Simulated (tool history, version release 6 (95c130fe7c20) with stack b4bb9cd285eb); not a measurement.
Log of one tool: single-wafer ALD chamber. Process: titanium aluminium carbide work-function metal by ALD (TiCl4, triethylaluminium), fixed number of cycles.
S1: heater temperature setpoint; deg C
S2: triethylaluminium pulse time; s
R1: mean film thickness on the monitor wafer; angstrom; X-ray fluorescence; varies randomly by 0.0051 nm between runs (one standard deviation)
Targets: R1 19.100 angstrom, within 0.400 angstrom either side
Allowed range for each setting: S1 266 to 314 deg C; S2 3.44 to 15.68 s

{"run": 1, "hour": 0.0, "S1": 290, "S2": 9.56, "R1": 17.365}
{"run": 2, "hour": 4.0, "S1": 292, "S2": 9.79, "R1": 17.545}
{"run": 3, "hour": 12.4, "S1": 294, "S2": 10.02, "R1": 17.757}
{"run": 4, "hour": 16.3, "S1": 283, "S2": 10.02, "R1": 16.885}
{"run": 5, "hour": 24.0, "S1": 286, "S2": 10.31, "R1": 17.262}
{"run": 6, "hour": 31.4, "S1": 286, "S2": 7.88, "R1": 16.666}
{"run": 7, "hour": 38.4, "S1": 298, "S2": 10.94, "R1": 18.235}
{"run": 8, "hour": 39.8, "S1": 299, "S2": 11.07, "R1": 18.302}
{"run": 9, "hour": 42.7, "S1": 299, "S2": 11.07, "R1": 18.351}
{"run": 10, "hour": 48.7, "S1": 300, "S2": 11.18, "R1": 18.394}

Exercise: of the 5 proposed moves below, exactly one satisfies all targets within the stated allowed misses. Which move is it?
{"run": "A", "hour": 54.7, "S1": 295, "S2": 8.57, "R1": "?"}
{"run": "B", "hour": 54.7, "S1": 295, "S2": 9.62, "R1": "?"}
{"run": "C", "hour": 54.7, "S1": 298, "S2": 10.24, "R1": "?"}
{"run": "D", "hour": 54.7, "S1": 307, "S2": 12.66, "R1": "?"}
{"run": "E", "hour": 54.7, "S1": 296, "S2": 10.01, "R1": "?"}

move=A R1=17.546
move=B R1=17.821
move=C R1=18.160
move=D R1=19.125
move=E R1=17.973
A: its largest miss is bigger than the last run's
B: its largest miss is bigger than the last run's
C: its largest miss is bigger than the last run's
D: all results land within tolerance of their targets
E: its largest miss is bigger than the last run's
Correct choice: D, which meets every target

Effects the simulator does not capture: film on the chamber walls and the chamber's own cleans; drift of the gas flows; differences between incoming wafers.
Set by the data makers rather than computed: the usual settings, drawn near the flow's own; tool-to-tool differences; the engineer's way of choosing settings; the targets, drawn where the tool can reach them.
